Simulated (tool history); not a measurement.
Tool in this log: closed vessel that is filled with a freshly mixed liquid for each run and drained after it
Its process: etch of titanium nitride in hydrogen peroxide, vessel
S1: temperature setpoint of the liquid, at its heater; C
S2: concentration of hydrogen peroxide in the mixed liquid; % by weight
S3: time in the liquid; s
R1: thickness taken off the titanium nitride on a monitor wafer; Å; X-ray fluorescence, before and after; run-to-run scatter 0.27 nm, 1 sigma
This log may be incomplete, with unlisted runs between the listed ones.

run,hour,S1,S2,S3,R1
1,0.0,50.0,15.0,420,151.44
2,5.6,51.5,15.0,420,167.77
3,9.8,52.5,15.0,420,178.94
4,12.9,47.5,15.0,420,124.82
5,14.1,47.5,16.5,420,126.80
6,17.8,49.0,16.5,420,140.56
7,19.1,50.5,16.5,420,154.89
8,24.3,52.0,16.5,420,176.04

Expected results for the next run?
9,26.2,52.0,16.5,420,?

R1: 178.30 Å
